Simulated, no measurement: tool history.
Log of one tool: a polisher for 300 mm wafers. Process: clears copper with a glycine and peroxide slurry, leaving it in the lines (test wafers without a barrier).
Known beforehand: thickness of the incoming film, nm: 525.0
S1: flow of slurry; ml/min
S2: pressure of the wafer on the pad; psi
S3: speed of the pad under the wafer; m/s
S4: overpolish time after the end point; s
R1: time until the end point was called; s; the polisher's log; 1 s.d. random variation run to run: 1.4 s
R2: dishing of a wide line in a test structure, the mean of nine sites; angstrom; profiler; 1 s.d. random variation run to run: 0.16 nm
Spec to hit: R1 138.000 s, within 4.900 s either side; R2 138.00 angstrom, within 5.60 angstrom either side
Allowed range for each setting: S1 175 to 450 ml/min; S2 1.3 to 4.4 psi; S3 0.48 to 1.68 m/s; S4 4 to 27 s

Run 1, hour 0.0: S1 290 ml/min, S2 2.8 psi, S3 1.08 m/s, S4 14 s. Result: R1 90.296 s, R2 275.70 angstrom.
Run 2, hour 7.3: S1 275 ml/min, S2 2.6 psi, S3 1.08 m/s, S4 13 s. Result: R1 95.052 s, R2 258.80 angstrom.
Run 3, hour 16.0: S1 275 ml/min, S2 2.6 psi, S3 1.08 m/s, S4 17 s. Result: R1 93.933 s, R2 281.99 angstrom.
Run 4, hour 23.6: S1 275 ml/min, S2 2.6 psi, S3 0.96 m/s, S4 17 s. Result: R1 101.430 s, R2 280.41 angstrom.
Run 5, hour 29.2: S1 275 ml/min, S2 2.0 psi, S3 0.96 m/s, S4 17 s. Result: R1 119.660 s, R2 272.65 angstrom.
Run 6, hour 32.1: S1 345 ml/min, S2 2.0 psi, S3 0.96 m/s, S4 17 s. Result: R1 119.370 s, R2 273.73 angstrom.
Run 7, hour 34.7: S1 325 ml/min, S2 1.9 psi, S3 0.96 m/s, S4 16 s. Result: R1 123.720 s, R2 262.54 angstrom.
Run 8, hour 36.8: S1 310 ml/min, S2 1.8 psi, S3 0.98 m/s, S4 15 s. Result: R1 127.290 s, R2 254.21 angstrom.
Run 9, hour 45.7: S1 295 ml/min, S2 1.7 psi, S3 1.00 m/s, S4 14 s. Result: R1 128.650 s, R2 245.11 angstrom.
Run 10, hour 54.0: S1 215 ml/min, S2 1.3 psi, S3 1.04 m/s, S4 8 s. Result: R1 155.060 s, R2 157.22 angstrom.
Run 11, hour 56.5: S1 210 ml/min, S2 1.3 psi, S3 1.04 m/s, S4 8 s. Result: R1 151.990 s, R2 156.29 angstrom.
Run 12, hour 59.6: S1 205 ml/min, S2 1.3 psi, S3 1.04 m/s, S4 8 s. Result: R1 156.580 s, R2 157.38 angstrom.
Run 13, hour 66.2: S1 200 ml/min, S2 1.3 psi, S3 1.04 m/s, S4 8 s. Result: R1 153.100 s, R2 159.83 angstrom.

5 next moves are on the table. One of them brings every result within its allowed miss. Which?
Run A, hour 72.8: S1 225 ml/min, S2 1.5 psi, S3 1.00 m/s, S4 11 s. Result: R1 ?, R2 ?.
Run B, hour 72.8: S1 180 ml/min, S2 1.3 psi, S3 0.96 m/s, S4 11 s. Result: R1 ?, R2 ?.
Run C, hour 72.8: S1 185 ml/min, S2 1.3 psi, S3 0.86 m/s, S4 12 s. Result: R1 ?, R2 ?.
Run D, hour 72.8: S1 230 ml/min, S2 1.7 psi, S3 0.96 m/s, S4 6 s. Result: R1 ?, R2 ?.
Run E, hour 72.8: S1 190 ml/min, S2 1.8 psi, S3 0.64 m/s, S4 12 s. Result: R1 ?, R2 ?.

move       R1      R2
   A  143.920  202.08
   B  164.900  187.12
   C  174.680  192.25
   D  136.760  137.88
   E  170.960  195.99
A: misses by more than the last run did
B: misses by more than the last run did
C: misses by more than the last run did
D: every result lands within tolerance
E: misses by more than the last run did
D is the move that brings every result within its allowed miss.

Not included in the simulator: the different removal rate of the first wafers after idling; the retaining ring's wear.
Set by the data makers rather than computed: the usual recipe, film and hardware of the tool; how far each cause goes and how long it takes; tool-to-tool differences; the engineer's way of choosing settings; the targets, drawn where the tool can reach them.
